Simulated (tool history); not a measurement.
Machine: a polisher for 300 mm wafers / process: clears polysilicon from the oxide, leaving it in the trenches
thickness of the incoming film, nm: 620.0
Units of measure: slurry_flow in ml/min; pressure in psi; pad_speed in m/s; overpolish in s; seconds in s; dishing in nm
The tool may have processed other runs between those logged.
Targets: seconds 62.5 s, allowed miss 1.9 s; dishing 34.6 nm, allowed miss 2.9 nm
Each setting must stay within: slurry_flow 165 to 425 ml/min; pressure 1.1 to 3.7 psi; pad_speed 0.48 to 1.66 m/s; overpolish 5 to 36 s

run	hour	slurry_flow	pressure	pad_speed	overpolish	seconds	dishing
1	0	275	2.4	1.06	18	51.547	34.643
2	3	275	2.3	1.06	18	52.551	35.761
3	7.8	275	2.3	1.06	17	52.627	35.354
4	14	340	2.3	1.06	17	51.968	35.686
5	20.3	335	2.3	1.06	16	51.75	34.858
6	27.2	335	2.3	1.06	11	51.048	33.382
7	30.1	335	2.2	1.06	11	53.787	35.159
8	30.8	330	1.9	1	5	63.783	24.39
9	37.6	335	1.9	1	7	64.849	30.143
10	43.8	340	1.9	1	8	63.306	30.998
11	48.3	345	1.9	1	8	64.661	30.231
12	55.1	350	1.9	1	8	64.061	31.57
13	59.4	355	1.9	1	8	63.91	30.647
14	63	360	1.9	1	8	64.578	30.993
15	64.2	365	1.9	1	8	64.769	31.371
16	70.4	370	1.9	1	8	64.407	29.683

Which single option among these 4 for the next run brings every result within its allowed miss of target? Just one does.
A	76.6	315	1.4	1.28	10	?	?
B	76.6	360	1.8	1.1	15	?	?
C	76.6	395	2	0.92	18	?	?
D	76.6	385	1.8	1.12	5	?	?

move	seconds	dishing
A	66.492	31.9
B	61.089	34.484
C	65.003	34.775
D	59.811	25.733
A: brings the result that was furthest off to its target, and leaves another outside
B: every result within its allowed miss
C: brings the result that was furthest off to its target, and leaves another outside
D: lands further from the targets than the last run did
B is the move that brings every result within its allowed miss.
